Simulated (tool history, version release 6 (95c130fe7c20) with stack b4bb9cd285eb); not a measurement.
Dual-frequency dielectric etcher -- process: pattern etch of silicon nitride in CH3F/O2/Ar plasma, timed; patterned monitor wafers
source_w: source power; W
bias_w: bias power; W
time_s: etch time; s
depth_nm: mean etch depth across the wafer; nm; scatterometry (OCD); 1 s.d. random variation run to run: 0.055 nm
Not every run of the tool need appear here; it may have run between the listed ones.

{"run": 1, "hour": 0.0, "source_w": 400, "bias_w": 79, "time_s": 26.5, "depth_nm": 19.863}
{"run": 2, "hour": 3.4, "source_w": 400, "bias_w": 89, "time_s": 26.5, "depth_nm": 20.765}
{"run": 3, "hour": 11.5, "source_w": 400, "bias_w": 89, "time_s": 24, "depth_nm": 18.848}
{"run": 4, "hour": 14.6, "source_w": 400, "bias_w": 89, "time_s": 24, "depth_nm": 18.852}
{"run": 5, "hour": 17.7, "source_w": 390, "bias_w": 89, "time_s": 24, "depth_nm": 18.695}
{"run": 6, "hour": 21.3, "source_w": 380, "bias_w": 89, "time_s": 24, "depth_nm": 18.472}

Run 7 has not been measured yet. What should we expect?
{"run": 7, "hour": 26.4, "source_w": 360, "bias_w": 89, "time_s": 24, "depth_nm": "?"}

{"run 7": {"depth_nm": 18.1}}
